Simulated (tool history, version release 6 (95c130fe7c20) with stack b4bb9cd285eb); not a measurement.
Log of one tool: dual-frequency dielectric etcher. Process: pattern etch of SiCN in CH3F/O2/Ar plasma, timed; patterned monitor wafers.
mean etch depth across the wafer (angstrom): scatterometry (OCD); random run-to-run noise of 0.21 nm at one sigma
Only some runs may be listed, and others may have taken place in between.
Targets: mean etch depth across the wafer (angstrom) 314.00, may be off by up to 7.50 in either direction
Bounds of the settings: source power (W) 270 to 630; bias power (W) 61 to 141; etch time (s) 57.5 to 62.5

run,day,source power (W),bias power (W),etch time (s),mean etch depth across the wafer (angstrom)
1,0.000,450,101,62.5,276.45
2,0.167,410,101,62.5,270.98
3,0.346,410,90,62.5,252.91
4,0.379,460,96,62.5,274.98
5,0.638,500,98,62.5,282.83
6,0.796,500,98,57.5,258.70
7,1.162,520,107,58.0,278.29
8,1.271,540,112,58.5,288.91
9,1.608,540,112,58.5,286.76

5 candidate next runs follow, results not yet known. Just one meets every target within its allowed miss. Identify it.
A,1.946,540,101,62.5,?
B,1.946,570,97,62.5,?
C,1.946,540,109,60.5,?
D,1.946,540,116,62.5,?
E,1.946,530,116,58.0,?

move,mean etch depth across the wafer (angstrom)
A,294.68
B,294.50
C,295.77
D,314.69
E,290.19
A: nearer than the last run, and not there yet
B: nearer than the last run, and not there yet
C: nearer than the last run, and not there yet
D: hits every target within its allowed miss
E: nearer than the last run, and not there yet
The right move is D.

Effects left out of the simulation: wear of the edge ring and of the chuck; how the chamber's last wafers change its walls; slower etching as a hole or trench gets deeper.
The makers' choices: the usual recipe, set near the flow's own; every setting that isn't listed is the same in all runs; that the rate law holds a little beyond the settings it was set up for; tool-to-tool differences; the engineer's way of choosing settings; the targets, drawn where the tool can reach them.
